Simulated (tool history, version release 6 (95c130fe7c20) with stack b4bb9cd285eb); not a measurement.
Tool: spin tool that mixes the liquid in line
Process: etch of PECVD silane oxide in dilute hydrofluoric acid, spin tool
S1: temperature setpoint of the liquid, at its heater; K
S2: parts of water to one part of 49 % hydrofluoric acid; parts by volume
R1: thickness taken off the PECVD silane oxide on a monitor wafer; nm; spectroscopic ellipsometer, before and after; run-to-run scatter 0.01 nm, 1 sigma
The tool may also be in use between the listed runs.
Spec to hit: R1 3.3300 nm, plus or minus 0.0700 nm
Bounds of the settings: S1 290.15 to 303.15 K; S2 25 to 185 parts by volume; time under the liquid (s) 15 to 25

Run 1, hour 0.0: S1 295.15 K, S2 105 parts by volume, time under the liquid (s) 25. Result: R1 6.9534 nm.
Run 2, hour 4.3: S1 292.15 K, S2 105 parts by volume, time under the liquid (s) 25. Result: R1 6.0970 nm.
Run 3, hour 9.2: S1 292.15 K, S2 105 parts by volume, time under the liquid (s) 25. Result: R1 6.1294 nm.
Run 4, hour 11.3: S1 292.15 K, S2 85 parts by volume, time under the liquid (s) 25. Result: R1 7.7714 nm.
Run 5, hour 16.5: S1 291.65 K, S2 95 parts by volume, time under the liquid (s) 25. Result: R1 6.6909 nm.
Run 6, hour 23.6: S1 291.65 K, S2 70 parts by volume, time under the liquid (s) 25. Result: R1 9.3415 nm.
Run 7, hour 32.4: S1 291.15 K, S2 85 parts by volume, time under the liquid (s) 25. Result: R1 7.4203 nm.
At hour 37.4: hydrofluoric acid flow meter replaced.
Run 8, hour 37.4: S1 291.15 K, S2 95 parts by volume, time under the liquid (s) 25. Result: R1 6.0318 nm.

Exercise: of the 5 proposed moves below, exactly one satisfies all targets within the stated allowed misses. Which move is it?
Run A, hour 42.4: S1 295.65 K, S2 55 parts by volume, time under the liquid (s) 25. Result: R1 ?.
Run B, hour 42.4: S1 295.15 K, S2 45 parts by volume, time under the liquid (s) 25. Result: R1 ?.
Run C, hour 42.4: S1 291.65 K, S2 45 parts by volume, time under the liquid (s) 25. Result: R1 ?.
Run D, hour 42.4: S1 293.65 K, S2 55 parts by volume, time under the liquid (s) 25. Result: R1 ?.
Run E, hour 42.4: S1 290.15 K, S2 155 parts by volume, time under the liquid (s) 25. Result: R1 ?.

move       R1
   A  13.1210
   B  15.9060
   C  13.7050
   D  12.0680
   E   3.3249
A: the biggest miss grows against the last run
B: the biggest miss grows against the last run
C: the biggest miss grows against the last run
D: the biggest miss grows against the last run
E: hits every target within its allowed miss
E is the move that brings every result within its allowed miss.
